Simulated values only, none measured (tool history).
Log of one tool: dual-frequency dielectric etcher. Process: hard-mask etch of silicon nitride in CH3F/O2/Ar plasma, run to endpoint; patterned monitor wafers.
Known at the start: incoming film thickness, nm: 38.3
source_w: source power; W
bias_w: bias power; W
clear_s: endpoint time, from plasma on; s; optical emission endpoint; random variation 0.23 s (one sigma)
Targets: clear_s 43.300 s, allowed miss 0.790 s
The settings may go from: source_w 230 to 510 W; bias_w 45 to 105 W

Run 1, day 0.000: source_w 370 W, bias_w 75 W. Result: clear_s 52.489 s.
Run 2, day 0.079: source_w 370 W, bias_w 68 W. Result: clear_s 54.920 s.
Run 3, day 0.392: source_w 400 W, bias_w 68 W. Result: clear_s 52.581 s.
Run 4, day 0.442: source_w 410 W, bias_w 69 W. Result: clear_s 52.299 s.
Run 5, day 0.808: source_w 410 W, bias_w 75 W. Result: clear_s 50.157 s.
Run 6, day 1.025: source_w 410 W, bias_w 80 W. Result: clear_s 49.685 s.
Run 7, day 1.108: source_w 420 W, bias_w 81 W. Result: clear_s 48.940 s.
Run 8, day 1.267: source_w 420 W, bias_w 81 W. Result: clear_s 48.869 s.

5 next moves are on the table. One of them brings every result within its allowed miss. Which?
Run A, day 1.425: source_w 430 W, bias_w 93 W. Result: clear_s ?.
Run B, day 1.425: source_w 510 W, bias_w 102 W. Result: clear_s ?.
Run C, day 1.425: source_w 480 W, bias_w 85 W. Result: clear_s ?.
Run D, day 1.425: source_w 400 W, bias_w 74 W. Result: clear_s ?.
Run E, day 1.425: source_w 510 W, bias_w 89 W. Result: clear_s ?.

move  clear_s
   A   45.619
   B   41.214
   C   45.284
   D   51.267
   E   43.460
A: nearer than the last run, and not there yet
B: takes the result that was furthest off past its target
C: nearer than the last run, and not there yet
D: further off than the last run
E: meets every target
Answer: E
